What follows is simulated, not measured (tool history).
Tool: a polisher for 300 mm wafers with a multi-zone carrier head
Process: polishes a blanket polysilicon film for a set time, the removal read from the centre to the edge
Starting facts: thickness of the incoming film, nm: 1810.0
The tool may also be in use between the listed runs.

run	hour	flow of slurry (ml/min)	pressure of the head's centre zone	pressure of the head's middle zone	pressure of the head's edge zone	polishing time (s)	film removed at the wafer's centre (angstrom)	film removed at mid-radius (angstrom)	film removed at the wafer's edge (angstrom)
1	0	260	1	1	1	38	3026.5	3081	3026.6
2	5.9	270	1.01	1.03	1.05	40	3217.9	3309.4	3278.6
3	12.9	285	1.02	1.06	1.09	41	3350.3	3497.5	3440.8
4	20.5	285	1.02	1.14	1.09	41	3385.7	3690.6	3419.7
5	28.9	285	1.02	1.09	1.09	41	3344.3	3519.9	3421.2
6	32.4	285	1.02	1.09	1.02	41	3370.8	3567	3309.4
7	35.6	295	1.03	1.1	1.07	42	3512.7	3715.8	3456.4
8	43.9	295	1.03	1.1	1.1	43	3524.5	3722.7	3605.4
9	52.1	295	1.04	1.11	1.12	44	3634.6	3888.5	3767.4
10	59.3	300	1.05	1.11	1.13	44	3733.2	3789	3796.5

Run 11 has not been measured yet. What should we expect?
11	61.7	300	1.05	1.12	1.14	44	?	?	?

Run 11 gave film removed at the wafer's centre (angstrom) 3759, film removed at mid-radius (angstrom) 4008.3, film removed at the wafer's edge (angstrom) 3765.3.
